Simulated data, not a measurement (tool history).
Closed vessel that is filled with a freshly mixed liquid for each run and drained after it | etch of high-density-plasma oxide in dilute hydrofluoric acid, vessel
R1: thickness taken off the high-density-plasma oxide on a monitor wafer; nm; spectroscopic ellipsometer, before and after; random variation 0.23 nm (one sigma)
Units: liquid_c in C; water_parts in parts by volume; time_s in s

Run 1, hour 0: liquid_c 20 C, water_parts 95 parts by volume, time_s 645 s. Result: R1 27.448 nm.
Run 2, hour 2.1: liquid_c 20 C, water_parts 95 parts by volume, time_s 695 s. Result: R1 30.494 nm.
Run 3, hour 9: liquid_c 19.5 C, water_parts 95 parts by volume, time_s 695 s. Result: R1 29.322 nm.
Run 4, hour 16.1: liquid_c 19.5 C, water_parts 95 parts by volume, time_s 645 s. Result: R1 27.116 nm.
Run 5, hour 25: liquid_c 21.5 C, water_parts 95 parts by volume, time_s 645 s. Result: R1 29.595 nm.
Run 6, hour 27.4: liquid_c 23.5 C, water_parts 95 parts by volume, time_s 645 s. Result: R1 31.501 nm.

The next listed run, before its measurement:
Run 7, hour 32.1: liquid_c 23.5 C, water_parts 95 parts by volume, time_s 645 s. Result: R1 ?.

R1: 31.688 nm

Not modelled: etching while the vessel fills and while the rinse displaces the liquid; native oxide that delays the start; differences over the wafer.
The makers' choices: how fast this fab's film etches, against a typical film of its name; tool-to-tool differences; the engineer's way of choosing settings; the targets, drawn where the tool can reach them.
